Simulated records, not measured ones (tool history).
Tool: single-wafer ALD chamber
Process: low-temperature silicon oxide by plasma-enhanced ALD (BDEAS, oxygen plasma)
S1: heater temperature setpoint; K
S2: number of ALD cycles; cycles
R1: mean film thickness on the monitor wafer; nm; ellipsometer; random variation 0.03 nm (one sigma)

run 1 day=0.000 | S1=378.15 S2=61 | R1=8.1202
run 2 day=0.133 | S1=378.15 S2=70 | R1=9.3214
run 3 day=0.492 | S1=378.15 S2=67 | R1=8.8706
run 4 day=0.808 | S1=385.15 S2=67 | R1=8.7715
run 5 day=0.942 | S1=385.15 S2=74 | R1=9.6891
run 6 day=1.108 | S1=385.15 S2=80 | R1=10.4240
run 7 day=1.371 | S1=386.15 S2=76 | R1=9.8173
run 8 day=1.650 | S1=387.15 S2=73 | R1=9.5128
run 9 day=1.962 | S1=388.15 S2=70 | R1=9.0881

Run 10 comes next. What will it give?
run 10 day=2.008 | S1=389.15 S2=67 | R1=?

R1: 8.6008 nm

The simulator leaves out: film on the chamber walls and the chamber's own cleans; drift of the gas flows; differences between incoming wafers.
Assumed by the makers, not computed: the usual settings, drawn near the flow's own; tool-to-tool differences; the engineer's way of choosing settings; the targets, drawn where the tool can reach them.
